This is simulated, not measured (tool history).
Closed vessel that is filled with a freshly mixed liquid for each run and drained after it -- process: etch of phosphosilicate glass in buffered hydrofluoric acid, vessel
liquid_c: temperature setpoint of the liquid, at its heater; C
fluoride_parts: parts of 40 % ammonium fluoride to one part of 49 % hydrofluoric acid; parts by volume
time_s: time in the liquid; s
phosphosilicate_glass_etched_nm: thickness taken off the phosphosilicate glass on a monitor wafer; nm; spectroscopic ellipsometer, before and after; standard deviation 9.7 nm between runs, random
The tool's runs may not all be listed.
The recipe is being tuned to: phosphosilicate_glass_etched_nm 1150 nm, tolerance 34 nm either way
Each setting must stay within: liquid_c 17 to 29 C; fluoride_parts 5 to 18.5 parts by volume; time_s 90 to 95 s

run	hour	liquid_c	fluoride_parts	time_s	phosphosilicate_glass_etched_nm
1	0	21	11.5	90	739.34
2	8.8	21	9.5	90	857.09
3	14.5	21	9.5	90	871.37
4	20	21	7.5	90	1096.7
5	27.4	21	6	90	1341.7
6	32.1	21	6	95	1441.5
7	36.9	20	6	95	1356.2
8	38.9	19.5	6	95	1298.4
9	40.4	19	6	95	1267.1
10	41.6	18.5	6	95	1223.5
11	42.8	18	6	95	1216.8
12	50.3	18	6	95	1199

Pick the move, out of 4, that brings all results within their allowed miss; only one does.
A	57.8	21	6.5	90	?
B	57.8	18	6.5	90	?
C	57.8	17	6	90	?
D	57.8	17	5.5	90	?

move	phosphosilicate_glass_etched_nm
A	1257.1
B	1062.4
C	1075.8
D	1158.3
A: lands further from the targets than the last run did
B: takes the result that was furthest off past its target
C: takes the result that was furthest off past its target
D: meets every target
Answer: D

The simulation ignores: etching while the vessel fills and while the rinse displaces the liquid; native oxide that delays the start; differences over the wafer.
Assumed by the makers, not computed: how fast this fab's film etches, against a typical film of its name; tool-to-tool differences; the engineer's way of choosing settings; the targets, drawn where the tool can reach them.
